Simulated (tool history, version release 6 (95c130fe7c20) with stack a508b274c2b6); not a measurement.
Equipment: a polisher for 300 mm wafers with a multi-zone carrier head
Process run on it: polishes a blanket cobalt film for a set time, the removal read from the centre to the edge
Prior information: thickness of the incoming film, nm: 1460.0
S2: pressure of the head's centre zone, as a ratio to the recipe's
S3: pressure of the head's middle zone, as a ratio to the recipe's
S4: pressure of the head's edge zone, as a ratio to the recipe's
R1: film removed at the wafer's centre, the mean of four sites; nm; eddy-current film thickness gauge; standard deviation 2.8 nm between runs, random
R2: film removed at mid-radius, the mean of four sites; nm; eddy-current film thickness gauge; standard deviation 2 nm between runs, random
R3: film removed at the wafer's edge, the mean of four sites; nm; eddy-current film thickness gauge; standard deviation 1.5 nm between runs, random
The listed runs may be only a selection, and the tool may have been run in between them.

run 1 hour=0 | flow_of_slurry_(ml/min)=275 S2=1 S3=1 S4=1 polishing_time_(s)=66 | R1=247.83 R2=243.39 R3=248.06
run 2 hour=5.4 | flow_of_slurry_(ml/min)=275 S2=1 S3=1 S4=0.95 polishing_time_(s)=66 | R1=244.66 R2=241.17 R3=239.8
run 3 hour=8.3 | flow_of_slurry_(ml/min)=270 S2=0.99 S3=1 S4=0.93 polishing_time_(s)=66 | R1=234.73 R2=244.1 R3=240.73
run 4 hour=12.9 | flow_of_slurry_(ml/min)=270 S2=0.99 S3=1 S4=0.92 polishing_time_(s)=65 | R1=238.83 R2=239.22 R3=237.09
run 5 hour=20.9 | flow_of_slurry_(ml/min)=270 S2=0.99 S3=1 S4=0.91 polishing_time_(s)=64 | R1=236.08 R2=232.03 R3=229.94
run 6 hour=25.9 | flow_of_slurry_(ml/min)=265 S2=0.98 S3=1 S4=0.9 polishing_time_(s)=64 | R1=229.91 R2=233.12 R3=227.02

The next listed run, before its measurement:
run 7 hour=30.4 | flow_of_slurry_(ml/min)=260 S2=0.98 S3=1 S4=0.89 polishing_time_(s)=64 | R1=? R2=? R3=?

{"run 7": {"R1": 234.26, "R2": 232.92, "R3": 226.76}}
